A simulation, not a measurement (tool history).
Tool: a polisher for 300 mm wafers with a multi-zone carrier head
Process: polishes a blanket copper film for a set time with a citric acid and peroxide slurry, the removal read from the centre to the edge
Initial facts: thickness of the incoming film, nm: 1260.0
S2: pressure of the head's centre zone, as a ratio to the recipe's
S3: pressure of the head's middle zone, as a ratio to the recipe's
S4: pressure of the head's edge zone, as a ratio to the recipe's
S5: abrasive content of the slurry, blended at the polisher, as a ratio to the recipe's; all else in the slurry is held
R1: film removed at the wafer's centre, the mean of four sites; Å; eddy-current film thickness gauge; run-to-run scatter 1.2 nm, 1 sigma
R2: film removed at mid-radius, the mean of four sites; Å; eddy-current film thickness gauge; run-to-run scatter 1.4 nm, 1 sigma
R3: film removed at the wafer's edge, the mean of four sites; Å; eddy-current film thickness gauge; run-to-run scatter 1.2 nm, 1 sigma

{"run": 1, "day": 0.0, "flow of slurry (ml/min)": 150, "S2": 1.0, "S3": 1.0, "S4": 1.0, "S5": 1.0, "polishing time (s)": 87, "R1": 1207.7, "R2": 1187.0, "R3": 1219.2}
{"run": 2, "day": 0.046, "flow of slurry (ml/min)": 145, "S2": 0.98, "S3": 0.99, "S4": 0.99, "S5": 0.95, "polishing time (s)": 86, "R1": 1164.0, "R2": 1196.6, "R3": 1193.1}
{"run": 3, "day": 0.112, "flow of slurry (ml/min)": 145, "S2": 0.98, "S3": 0.99, "S4": 0.99, "S5": 0.75, "polishing time (s)": 86, "R1": 1109.3, "R2": 1118.9, "R3": 1167.1}
{"run": 4, "day": 0.254, "flow of slurry (ml/min)": 145, "S2": 0.98, "S3": 0.96, "S4": 0.99, "S5": 0.75, "polishing time (s)": 86, "R1": 1082.2, "R2": 1100.5, "R3": 1161.5}
{"run": 5, "day": 0.321, "flow of slurry (ml/min)": 145, "S2": 0.98, "S3": 0.96, "S4": 1.02, "S5": 0.75, "polishing time (s)": 86, "R1": 1117.2, "R2": 1074.7, "R3": 1157.8}
{"run": 6, "day": 0.533, "flow of slurry (ml/min)": 145, "S2": 0.98, "S3": 0.96, "S4": 1.02, "S5": 0.85, "polishing time (s)": 86, "R1": 1136.1, "R2": 1121.3, "R3": 1190.7}
{"run": 7, "day": 0.729, "flow of slurry (ml/min)": 145, "S2": 0.97, "S3": 0.96, "S4": 1.01, "S5": 0.8, "polishing time (s)": 85, "R1": 1071.8, "R2": 1105.7, "R3": 1187.0}
{"run": 8, "day": 0.971, "flow of slurry (ml/min)": 145, "S2": 0.97, "S3": 0.96, "S4": 1.01, "S5": 0.8, "polishing time (s)": 85, "R1": 1105.9, "R2": 1113.0, "R3": 1135.3}
{"run": 9, "day": 1.133, "flow of slurry (ml/min)": 140, "S2": 0.97, "S3": 0.97, "S4": 1.0, "S5": 0.75, "polishing time (s)": 84, "R1": 1078.5, "R2": 1056.2, "R3": 1136.8}
{"run": 10, "day": 1.179, "flow of slurry (ml/min)": 145, "S2": 0.96, "S3": 0.97, "S4": 0.99, "S5": 0.7, "polishing time (s)": 83, "R1": 1044.3, "R2": 1053.4, "R3": 1099.4}

Run 11 has not been measured yet. What should we expect?
{"run": 11, "day": 1.454, "flow of slurry (ml/min)": 145, "S2": 0.95, "S3": 0.97, "S4": 0.99, "S5": 0.7, "polishing time (s)": 83, "R1": "?", "R2": "?", "R3": "?"}

{"run 11": {"R1": 1029.4, "R2": 1058.8, "R3": 1074.4}}

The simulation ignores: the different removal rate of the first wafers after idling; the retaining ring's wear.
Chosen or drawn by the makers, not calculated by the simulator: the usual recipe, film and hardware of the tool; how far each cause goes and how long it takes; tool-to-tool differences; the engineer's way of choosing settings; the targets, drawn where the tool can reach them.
